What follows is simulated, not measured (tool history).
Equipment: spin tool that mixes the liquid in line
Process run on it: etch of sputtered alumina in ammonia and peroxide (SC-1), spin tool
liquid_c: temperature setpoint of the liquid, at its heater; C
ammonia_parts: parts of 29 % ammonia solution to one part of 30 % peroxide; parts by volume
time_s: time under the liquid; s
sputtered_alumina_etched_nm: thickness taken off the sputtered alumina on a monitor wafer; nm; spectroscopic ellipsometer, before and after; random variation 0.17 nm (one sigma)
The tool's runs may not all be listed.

{"run": 1, "hour": 0.0, "liquid_c": 46, "ammonia_parts": 0.45, "time_s": 285, "sputtered_alumina_etched_nm": 9.6268}
{"run": 2, "hour": 8.4, "liquid_c": 48, "ammonia_parts": 0.45, "time_s": 285, "sputtered_alumina_etched_nm": 10.636}
{"run": 3, "hour": 14.3, "liquid_c": 49.5, "ammonia_parts": 0.45, "time_s": 285, "sputtered_alumina_etched_nm": 11.73}
{"run": 4, "hour": 18.2, "liquid_c": 49.5, "ammonia_parts": 0.3, "time_s": 285, "sputtered_alumina_etched_nm": 11.289}
{"run": 5, "hour": 18.8, "liquid_c": 53.5, "ammonia_parts": 0.3, "time_s": 285, "sputtered_alumina_etched_nm": 13.971}
{"run": 6, "hour": 20.2, "liquid_c": 50.5, "ammonia_parts": 0.3, "time_s": 285, "sputtered_alumina_etched_nm": 11.997}
{"run": 7, "hour": 26.3, "liquid_c": 52, "ammonia_parts": 0.3, "time_s": 285, "sputtered_alumina_etched_nm": 12.979}
{"run": 8, "hour": 34.0, "liquid_c": 53, "ammonia_parts": 0.3, "time_s": 285, "sputtered_alumina_etched_nm": 13.586}
{"run": 9, "hour": 35.0, "liquid_c": 53, "ammonia_parts": 0.3, "time_s": 285, "sputtered_alumina_etched_nm": 13.708}

What does the tool deliver on the next run?
{"run": 10, "hour": 39.6, "liquid_c": 54, "ammonia_parts": 0.3, "time_s": 285, "sputtered_alumina_etched_nm": "?"}

sputtered_alumina_etched_nm: 14.174 nm
